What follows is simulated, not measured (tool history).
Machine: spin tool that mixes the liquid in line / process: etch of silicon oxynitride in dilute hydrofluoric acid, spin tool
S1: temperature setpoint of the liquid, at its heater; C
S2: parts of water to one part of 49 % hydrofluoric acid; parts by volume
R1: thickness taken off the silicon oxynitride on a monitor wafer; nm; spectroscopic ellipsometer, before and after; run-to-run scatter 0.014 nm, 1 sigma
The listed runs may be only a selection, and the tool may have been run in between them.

Run 1, hour 0: S1 21 C, S2 120 parts by volume, time under the liquid (s) 85. Result: R1 1.9218 nm.
Run 2, hour 4.6: S1 21.5 C, S2 120 parts by volume, time under the liquid (s) 85. Result: R1 1.9488 nm.
Run 3, hour 7.1: S1 21.5 C, S2 120 parts by volume, time under the liquid (s) 65. Result: R1 1.4863 nm.
Run 4, hour 14: S1 23.5 C, S2 110 parts by volume, time under the liquid (s) 65. Result: R1 1.8222 nm.
Run 5, hour 21.4: S1 25 C, S2 105 parts by volume, time under the liquid (s) 65. Result: R1 2.0434 nm.
Run 6, hour 24.7: S1 25 C, S2 70 parts by volume, time under the liquid (s) 65. Result: R1 3.1367 nm.

The next listed run, before its measurement:
Run 7, hour 28.4: S1 23 C, S2 75 parts by volume, time under the liquid (s) 65. Result: R1 ?.

{"run 7": {"R1": 2.6716}}

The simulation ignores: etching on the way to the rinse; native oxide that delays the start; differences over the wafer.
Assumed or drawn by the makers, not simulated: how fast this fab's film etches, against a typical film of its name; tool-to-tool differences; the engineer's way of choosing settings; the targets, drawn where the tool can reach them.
